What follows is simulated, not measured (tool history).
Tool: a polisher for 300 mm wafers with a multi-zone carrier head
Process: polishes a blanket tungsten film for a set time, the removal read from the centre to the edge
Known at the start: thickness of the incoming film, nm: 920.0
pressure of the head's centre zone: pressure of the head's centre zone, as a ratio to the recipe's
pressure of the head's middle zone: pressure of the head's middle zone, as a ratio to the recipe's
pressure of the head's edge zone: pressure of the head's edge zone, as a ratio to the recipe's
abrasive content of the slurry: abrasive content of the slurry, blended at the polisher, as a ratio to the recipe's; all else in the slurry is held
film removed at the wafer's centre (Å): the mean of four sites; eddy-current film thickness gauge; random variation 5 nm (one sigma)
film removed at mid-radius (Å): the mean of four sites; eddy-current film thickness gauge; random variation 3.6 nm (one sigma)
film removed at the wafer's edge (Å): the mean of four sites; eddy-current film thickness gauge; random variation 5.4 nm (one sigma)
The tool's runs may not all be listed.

run  hour  flow of slurry (ml/min)  pressure of the head's centre zone  pressure of the head's middle zone  pressure of the head's edge zone  abrasive content of the slurry  polishing time (s)  film removed at the wafer's centre (Å)  film removed at mid-radius (Å)  film removed at the wafer's edge (Å)
  1   0.0                      315                                1.00                                1.00                              1.00                            1.00                  50                                  2977.2                          2875.9                                2956.3
  2   4.0                      315                                1.06                                1.00                              1.00                            1.00                  50                                  3108.5                          2846.3                                2982.9
  3   8.1                      315                                1.06                                1.00                              1.00                            1.00                  45                                  2817.6                          2603.9                                2666.1
  4  15.0                      315                                1.09                                0.97                              1.03                            1.10                  48                                  3179.6                          2689.3                                2904.7
  5  19.7                      315                                1.09                                0.97                              1.10                            1.10                  48                                  3160.3                          2742.1                                2931.9
  6  23.9                      315                                1.09                                0.97                              1.14                            1.10                  48                                  3125.5                          2736.2                                3061.7
  7  25.2                      315                                1.09                                0.94                              1.15                            1.15                  51                                  3322.3                          2870.9                                3264.8
  8  32.5                      315                                1.10                                0.91                              1.16                            1.20                  53                                  3498.8                          2925.7                                3432.5
  9  37.4                      315                                1.11                                0.89                              1.17                            1.25                  55                                  3698.3                          2964.8                                3714.0

What will run 10 give?
 10  39.6                      320                                1.13                                0.90                              1.17                            1.30                  56                                       ?                               ?                                     ?

film removed at the wafer's centre (Å): 3946.9
film removed at mid-radius (Å): 3093.6
film removed at the wafer's edge (Å): 3832.8
